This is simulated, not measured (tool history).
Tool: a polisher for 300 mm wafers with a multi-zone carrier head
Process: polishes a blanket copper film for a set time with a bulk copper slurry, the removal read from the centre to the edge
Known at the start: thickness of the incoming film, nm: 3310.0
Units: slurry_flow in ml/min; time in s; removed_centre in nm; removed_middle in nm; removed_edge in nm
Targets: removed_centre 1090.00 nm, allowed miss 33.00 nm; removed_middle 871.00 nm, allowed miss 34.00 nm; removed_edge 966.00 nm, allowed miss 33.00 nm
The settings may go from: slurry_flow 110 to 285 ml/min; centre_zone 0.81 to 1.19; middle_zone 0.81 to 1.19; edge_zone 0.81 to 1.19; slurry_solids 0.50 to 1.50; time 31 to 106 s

run 1 hour=0.0 | slurry_flow=180 centre_zone=1.00 middle_zone=1.00 edge_zone=1.00 slurry_solids=1.00 time=68 | removed_centre=782.00 removed_middle=721.27 removed_edge=756.04
run 2 hour=0.9 | slurry_flow=195 centre_zone=1.05 middle_zone=1.00 edge_zone=1.05 slurry_solids=1.15 time=69 | removed_centre=866.43 removed_middle=751.82 removed_edge=784.46
run 3 hour=8.0 | slurry_flow=195 centre_zone=1.12 middle_zone=1.00 edge_zone=1.05 slurry_solids=1.15 time=69 | removed_centre=925.91 removed_middle=763.27 removed_edge=802.16
run 4 hour=11.7 | slurry_flow=190 centre_zone=1.12 middle_zone=0.99 edge_zone=1.08 slurry_solids=1.25 time=72 | removed_centre=971.10 removed_middle=785.15 removed_edge=846.86
run 5 hour=19.9 | slurry_flow=190 centre_zone=1.12 middle_zone=0.99 edge_zone=1.08 slurry_solids=1.10 time=72 | removed_centre=952.15 removed_middle=768.73 removed_edge=840.66
run 6 hour=26.7 | slurry_flow=195 centre_zone=1.12 middle_zone=0.99 edge_zone=1.10 slurry_solids=1.15 time=74 | removed_centre=985.96 removed_middle=816.56 removed_edge=863.89
run 7 hour=27.3 | slurry_flow=190 centre_zone=1.12 middle_zone=0.98 edge_zone=1.11 slurry_solids=1.20 time=76 | removed_centre=1011.30 removed_middle=831.20 removed_edge=899.11
run 8 hour=29.0 | slurry_flow=195 centre_zone=1.13 middle_zone=0.97 edge_zone=1.13 slurry_solids=1.25 time=77 | removed_centre=1054.30 removed_middle=837.76 removed_edge=942.12

Which of these 4 next moves meets every target?
run A hour=30.7 | slurry_flow=185 centre_zone=1.13 middle_zone=0.98 edge_zone=1.13 slurry_solids=1.45 time=78 | removed_centre=? removed_middle=? removed_edge=?
run B hour=30.7 | slurry_flow=220 centre_zone=1.17 middle_zone=0.92 edge_zone=1.19 slurry_solids=1.05 time=75 | removed_centre=? removed_middle=? removed_edge=?
run C hour=30.7 | slurry_flow=205 centre_zone=1.09 middle_zone=0.99 edge_zone=1.14 slurry_solids=1.25 time=77 | removed_centre=? removed_middle=? removed_edge=?
run D hour=30.7 | slurry_flow=165 centre_zone=1.08 middle_zone=1.04 edge_zone=1.09 slurry_solids=1.20 time=81 | removed_centre=? removed_middle=? removed_edge=?

move=A removed_centre=1072.30 removed_middle=874.71 removed_edge=973.29
move=B removed_centre=1035.70 removed_middle=771.95 removed_edge=925.92
move=C removed_centre=1010.30 removed_middle=860.46 removed_edge=949.89
move=D removed_centre=1011.00 removed_middle=909.23 removed_edge=947.75
A: meets every target
B: further off than the last run
C: further off than the last run
D: further off than the last run
The right move is A.

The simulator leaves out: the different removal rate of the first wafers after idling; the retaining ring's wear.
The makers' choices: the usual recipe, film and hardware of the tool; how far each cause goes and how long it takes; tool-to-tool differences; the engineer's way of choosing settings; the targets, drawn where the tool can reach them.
